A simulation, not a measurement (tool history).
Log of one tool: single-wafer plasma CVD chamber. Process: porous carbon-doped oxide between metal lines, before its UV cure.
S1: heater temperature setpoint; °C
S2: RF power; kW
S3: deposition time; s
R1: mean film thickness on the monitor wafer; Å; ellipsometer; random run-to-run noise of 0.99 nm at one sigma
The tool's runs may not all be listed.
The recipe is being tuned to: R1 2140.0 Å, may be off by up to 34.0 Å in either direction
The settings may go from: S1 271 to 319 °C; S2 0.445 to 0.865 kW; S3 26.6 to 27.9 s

run	hour	S1	S2	S3	R1
1	0.0	295	0.655	27.9	1801.9
2	3.0	295	0.580	27.9	1607.8
3	4.1	288	0.615	27.9	1781.5
4	12.4	283	0.635	27.9	1884.8
5	21.4	283	0.570	27.9	1707.5
6	26.3	277	0.570	27.9	1789.2
7	30.0	275	0.605	27.9	1919.3
8	38.4	274	0.625	27.9	1983.1
9	40.3	273	0.640	27.9	2054.1
10	47.6	272	0.645	27.9	2099.8

4 next moves are on the table. One of them brings every result within its allowed miss. Which?
A	54.9	271	0.685	27.9	?
B	54.9	271	0.705	27.2	?
C	54.9	273	0.710	27.4	?
D	54.9	272	0.660	27.9	?

move	R1
A	2222.3
B	2223.7
C	2219.5
D	2133.9
A: takes the result that was furthest off past its target
B: takes the result that was furthest off past its target
C: takes the result that was furthest off past its target
D: every result lands within tolerance
Answer: D
